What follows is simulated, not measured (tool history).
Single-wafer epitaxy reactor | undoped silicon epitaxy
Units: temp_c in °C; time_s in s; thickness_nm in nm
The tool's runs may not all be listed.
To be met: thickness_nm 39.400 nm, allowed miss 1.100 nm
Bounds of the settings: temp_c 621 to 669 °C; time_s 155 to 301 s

run,day,temp_c,time_s,thickness_nm
1,0.000,645,228,33.707
2,0.217,645,207,31.098
3,0.358,649,207,33.716
4,0.650,643,207,29.365
5,0.862,645,207,31.114
6,1.238,639,207,27.262
7,1.421,641,207,28.410
8,1.517,643,207,29.455
9,1.617,645,207,30.833
10,1.867,646,207,31.518
11,1.925,647,207,32.275
12,2.238,648,207,32.953
13,2.329,649,207,33.678

5 candidate next runs follow, results not yet known. Just one meets every target within its allowed miss. Identify it.
A,2.421,657,205,?
B,2.421,652,195,?
C,2.421,640,194,?
D,2.421,652,238,?
E,2.421,650,219,?

move,thickness_nm
A,39.669
B,33.884
C,25.912
D,41.356
E,36.439
A: each result inside its tolerance
B: roughly where the last run was
C: further off than the last run
D: carries the result that was furthest off beyond its target, to the other side
E: nearer than the last run, and not there yet
Go with A: it meets all targets.
